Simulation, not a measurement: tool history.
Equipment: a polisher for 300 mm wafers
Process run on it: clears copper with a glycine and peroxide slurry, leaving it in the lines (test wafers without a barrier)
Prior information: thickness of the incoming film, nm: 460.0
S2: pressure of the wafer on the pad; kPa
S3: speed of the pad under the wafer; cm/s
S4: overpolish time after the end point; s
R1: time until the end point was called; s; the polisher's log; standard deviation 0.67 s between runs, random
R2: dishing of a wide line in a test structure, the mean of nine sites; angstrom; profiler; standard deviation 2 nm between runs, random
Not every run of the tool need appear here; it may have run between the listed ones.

Run 1, hour 0: flow of slurry (ml/min) 160, S2 17.2 kPa, S3 98 cm/s, S4 27 s. Result: R1 81.015 s, R2 734.75 angstrom.
Run 2, hour 2.9: flow of slurry (ml/min) 160, S2 19.3 kPa, S3 98 cm/s, S4 27 s. Result: R1 74.012 s, R2 779.76 angstrom.
Run 3, hour 5.8: flow of slurry (ml/min) 160, S2 19.3 kPa, S3 84 cm/s, S4 27 s. Result: R1 78.397 s, R2 725.3 angstrom.
Run 4, hour 10.8: flow of slurry (ml/min) 160, S2 20 kPa, S3 84 cm/s, S4 28 s. Result: R1 78.216 s, R2 817.65 angstrom.
Run 5, hour 16.9: flow of slurry (ml/min) 160, S2 16.5 kPa, S3 84 cm/s, S4 28 s. Result: R1 89.923 s, R2 665.94 angstrom.
Run 6, hour 21.2: flow of slurry (ml/min) 165, S2 17.2 kPa, S3 84 cm/s, S4 28 s. Result: R1 87.843 s, R2 721.07 angstrom.
At hour 26.6: head pressure recalibrated.
Run 7, hour 26.6: flow of slurry (ml/min) 170, S2 17.9 kPa, S3 84 cm/s, S4 28 s. Result: R1 91.714 s, R2 709.93 angstrom.
Run 8, hour 32: flow of slurry (ml/min) 160, S2 17.9 kPa, S3 84 cm/s, S4 29 s. Result: R1 92.603 s, R2 703.43 angstrom.
Run 9, hour 39.4: flow of slurry (ml/min) 165, S2 18.6 kPa, S3 84 cm/s, S4 29 s. Result: R1 88.349 s, R2 713.29 angstrom.
Run 10, hour 41.5: flow of slurry (ml/min) 155, S2 19.3 kPa, S3 84 cm/s, S4 30 s. Result: R1 88.068 s, R2 744.65 angstrom.

Run 11 comes next. What will it give?
Run 11, hour 42.2: flow of slurry (ml/min) 160, S2 20 kPa, S3 84 cm/s, S4 30 s. Result: R1 ?, R2 ?.

R1: 86.048 s
R2: 773.78 angstrom
